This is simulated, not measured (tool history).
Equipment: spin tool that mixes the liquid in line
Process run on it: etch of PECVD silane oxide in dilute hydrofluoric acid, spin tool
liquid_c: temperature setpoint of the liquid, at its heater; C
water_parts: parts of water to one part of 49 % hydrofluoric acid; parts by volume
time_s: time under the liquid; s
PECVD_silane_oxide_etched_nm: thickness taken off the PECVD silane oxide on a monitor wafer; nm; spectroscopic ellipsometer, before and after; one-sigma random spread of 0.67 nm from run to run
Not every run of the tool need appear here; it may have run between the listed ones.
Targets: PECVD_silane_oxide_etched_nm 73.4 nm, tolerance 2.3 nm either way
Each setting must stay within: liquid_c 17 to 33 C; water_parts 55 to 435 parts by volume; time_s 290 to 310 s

run 1 hour=0 | liquid_c=25 water_parts=245 time_s=290 | PECVD_silane_oxide_etched_nm=51.848
run 2 hour=3.6 | liquid_c=25 water_parts=245 time_s=290 | PECVD_silane_oxide_etched_nm=53.533
run 3 hour=9.5 | liquid_c=26 water_parts=245 time_s=290 | PECVD_silane_oxide_etched_nm=55.159
run 4 hour=17.4 | liquid_c=27 water_parts=245 time_s=290 | PECVD_silane_oxide_etched_nm=57.183
run 5 hour=23.2 | liquid_c=30.5 water_parts=245 time_s=290 | PECVD_silane_oxide_etched_nm=64.027
run 6 hour=31.4 | liquid_c=30.5 water_parts=165 time_s=290 | PECVD_silane_oxide_etched_nm=104.92
run 7 hour=33.7 | liquid_c=29 water_parts=165 time_s=290 | PECVD_silane_oxide_etched_nm=98.996
-- hour=38 thermometer replaced
run 8 hour=38 | liquid_c=25 water_parts=175 time_s=290 | PECVD_silane_oxide_etched_nm=84.624
run 9 hour=44.1 | liquid_c=24.5 water_parts=175 time_s=290 | PECVD_silane_oxide_etched_nm=82.444
run 10 hour=45.1 | liquid_c=24.5 water_parts=175 time_s=290 | PECVD_silane_oxide_etched_nm=82.961
run 11 hour=53.2 | liquid_c=24 water_parts=175 time_s=290 | PECVD_silane_oxide_etched_nm=81.251
run 12 hour=59 | liquid_c=23.5 water_parts=175 time_s=290 | PECVD_silane_oxide_etched_nm=78.339

4 next moves are on the table. One of them brings every result within its allowed miss. Which?
run A hour=64.8 | liquid_c=21 water_parts=180 time_s=290 | PECVD_silane_oxide_etched_nm=?
run B hour=64.8 | liquid_c=25 water_parts=210 time_s=290 | PECVD_silane_oxide_etched_nm=?
run C hour=64.8 | liquid_c=22.5 water_parts=190 time_s=290 | PECVD_silane_oxide_etched_nm=?
run D hour=64.8 | liquid_c=22.5 water_parts=180 time_s=290 | PECVD_silane_oxide_etched_nm=?

move=A PECVD_silane_oxide_etched_nm=68.725
move=B PECVD_silane_oxide_etched_nm=66.301
move=C PECVD_silane_oxide_etched_nm=68.239
move=D PECVD_silane_oxide_etched_nm=72.796
A: pushes the last run's worst result past its target
B: pushes the last run's worst result past its target
C: pushes the last run's worst result past its target
D: meets every target
The right move is D.
